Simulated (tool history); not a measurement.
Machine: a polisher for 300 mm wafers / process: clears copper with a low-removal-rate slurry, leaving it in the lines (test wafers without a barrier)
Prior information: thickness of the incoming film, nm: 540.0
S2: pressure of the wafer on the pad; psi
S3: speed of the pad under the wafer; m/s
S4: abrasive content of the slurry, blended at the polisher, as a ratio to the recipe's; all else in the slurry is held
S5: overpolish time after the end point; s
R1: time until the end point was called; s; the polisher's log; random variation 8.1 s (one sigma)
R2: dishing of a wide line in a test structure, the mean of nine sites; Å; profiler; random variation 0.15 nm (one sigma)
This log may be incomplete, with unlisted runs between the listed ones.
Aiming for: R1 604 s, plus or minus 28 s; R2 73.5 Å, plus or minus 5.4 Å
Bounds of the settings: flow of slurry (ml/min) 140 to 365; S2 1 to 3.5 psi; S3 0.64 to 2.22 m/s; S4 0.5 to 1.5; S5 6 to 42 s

Run 1, day 0: flow of slurry (ml/min) 235, S2 2.2 psi, S3 1.42 m/s, S4 1, S5 21 s. Result: R1 190.51 s, R2 243.27 Å.
Run 2, day 0.079: flow of slurry (ml/min) 220, S2 1.8 psi, S3 1.18 m/s, S4 0.9, S5 16 s. Result: R1 280.94 s, R2 158.08 Å.
Run 3, day 0.333: flow of slurry (ml/min) 215, S2 1.6 psi, S3 1.02 m/s, S4 0.85, S5 13 s. Result: R1 364.47 s, R2 117.04 Å.
Run 4, day 0.538: flow of slurry (ml/min) 215, S2 1.4 psi, S3 0.94 m/s, S4 0.85, S5 12 s. Result: R1 436.04 s, R2 89.598 Å.
Run 5, day 0.696: flow of slurry (ml/min) 260, S2 1.4 psi, S3 0.94 m/s, S4 0.85, S5 12 s. Result: R1 443.62 s, R2 89.754 Å.
Run 6, day 0.896: flow of slurry (ml/min) 260, S2 1.4 psi, S3 0.94 m/s, S4 1.05, S5 12 s. Result: R1 420.08 s, R2 93.432 Å.
Run 7, day 0.925: flow of slurry (ml/min) 260, S2 1.3 psi, S3 0.88 m/s, S4 1.05, S5 13 s. Result: R1 489.84 s, R2 85.741 Å.
Run 8, day 1.075: flow of slurry (ml/min) 260, S2 1.2 psi, S3 0.86 m/s, S4 1.05, S5 13 s. Result: R1 534.39 s, R2 82.149 Å.
Run 9, day 1.254: flow of slurry (ml/min) 260, S2 1 psi, S3 0.84 m/s, S4 1.05, S5 10 s. Result: R1 635.07 s, R2 54.358 Å.
Run 10, day 1.283: flow of slurry (ml/min) 255, S2 1.2 psi, S3 0.76 m/s, S4 1.05, S5 15 s. Result: R1 591.93 s, R2 82.985 Å.

Consider the 5 candidate settings below. Which is the only one whose results all fall within their allowed miss of target?
Run A, day 1.312: flow of slurry (ml/min) 185, S2 1.5 psi, S3 0.7 m/s, S4 1.1, S5 15 s. Result: R1 ?, R2 ?.
Run B, day 1.312: flow of slurry (ml/min) 275, S2 1.5 psi, S3 0.66 m/s, S4 1.2, S5 12 s. Result: R1 ?, R2 ?.
Run C, day 1.312: flow of slurry (ml/min) 240, S2 1.3 psi, S3 0.82 m/s, S4 1.05, S5 11 s. Result: R1 ?, R2 ?.
Run D, day 1.312: flow of slurry (ml/min) 240, S2 1.1 psi, S3 0.84 m/s, S4 1.05, S5 10 s. Result: R1 ?, R2 ?.
Run E, day 1.312: flow of slurry (ml/min) 255, S2 1.1 psi, S3 0.8 m/s, S4 1.25, S5 13 s. Result: R1 ?, R2 ?.

move      R1      R2
   A  534.38   91.74
   B  538.24  75.411
   C  517.74  72.194
   D  591.66   58.87
   E  600.93  73.172
A: further off than the last run
B: corrects the largest miss of the last run, while another result sits out of spec
C: corrects the largest miss of the last run, while another result sits out of spec
D: takes the biggest miss from the last run beyond its target
E: each result inside its tolerance
Go with E: it meets all targets.

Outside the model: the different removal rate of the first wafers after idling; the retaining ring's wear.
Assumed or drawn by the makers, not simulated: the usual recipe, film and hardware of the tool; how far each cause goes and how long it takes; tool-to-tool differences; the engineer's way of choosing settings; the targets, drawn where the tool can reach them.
